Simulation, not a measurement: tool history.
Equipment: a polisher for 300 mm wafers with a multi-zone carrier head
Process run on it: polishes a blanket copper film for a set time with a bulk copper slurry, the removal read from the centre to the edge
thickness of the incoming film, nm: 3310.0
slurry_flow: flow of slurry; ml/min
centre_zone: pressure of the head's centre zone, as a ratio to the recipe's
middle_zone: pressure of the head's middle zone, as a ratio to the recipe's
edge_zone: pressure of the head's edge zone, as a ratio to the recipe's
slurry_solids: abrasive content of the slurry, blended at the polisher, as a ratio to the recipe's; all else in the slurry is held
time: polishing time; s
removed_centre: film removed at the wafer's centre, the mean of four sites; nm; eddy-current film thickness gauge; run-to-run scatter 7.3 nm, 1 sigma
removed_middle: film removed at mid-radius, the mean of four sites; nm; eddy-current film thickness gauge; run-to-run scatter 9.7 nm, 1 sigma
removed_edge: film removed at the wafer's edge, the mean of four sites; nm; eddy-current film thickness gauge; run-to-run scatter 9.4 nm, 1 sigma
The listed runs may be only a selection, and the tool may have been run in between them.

Run 1, hour 0.0: slurry_flow 180 ml/min, centre_zone 1.00, middle_zone 1.00, edge_zone 1.00, slurry_solids 1.00, time 68 s. Result: removed_centre 782.00 nm, removed_middle 721.27 nm, removed_edge 756.04 nm.
Run 2, hour 0.9: slurry_flow 195 ml/min, centre_zone 1.05, middle_zone 1.00, edge_zone 1.05, slurry_solids 1.15, time 69 s. Result: removed_centre 866.43 nm, removed_middle 751.82 nm, removed_edge 784.46 nm.
Run 3, hour 8.0: slurry_flow 195 ml/min, centre_zone 1.12, middle_zone 1.00, edge_zone 1.05, slurry_solids 1.15, time 69 s. Result: removed_centre 925.91 nm, removed_middle 763.27 nm, removed_edge 802.16 nm.
Run 4, hour 11.7: slurry_flow 190 ml/min, centre_zone 1.12, middle_zone 0.99, edge_zone 1.08, slurry_solids 1.25, time 72 s. Result: removed_centre 971.10 nm, removed_middle 785.15 nm, removed_edge 846.86 nm.
Run 5, hour 19.9: slurry_flow 190 ml/min, centre_zone 1.12, middle_zone 0.99, edge_zone 1.08, slurry_solids 1.10, time 72 s. Result: removed_centre 952.15 nm, removed_middle 768.73 nm, removed_edge 840.66 nm.
Run 6, hour 26.7: slurry_flow 195 ml/min, centre_zone 1.12, middle_zone 0.99, edge_zone 1.10, slurry_solids 1.15, time 74 s. Result: removed_centre 985.96 nm, removed_middle 816.56 nm, removed_edge 863.89 nm.
Run 7, hour 27.3: slurry_flow 190 ml/min, centre_zone 1.12, middle_zone 0.98, edge_zone 1.11, slurry_solids 1.20, time 76 s. Result: removed_centre 1011.30 nm, removed_middle 831.20 nm, removed_edge 899.11 nm.

What does the tool deliver on the next run?
Run 8, hour 29.0: slurry_flow 195 ml/min, centre_zone 1.13, middle_zone 0.97, edge_zone 1.13, slurry_solids 1.25, time 77 s. Result: removed_centre ?, removed_middle ?, removed_edge ?.

Run 8 yielded removed_centre 1054.30 nm, removed_middle 837.76 nm, removed_edge 942.12 nm.
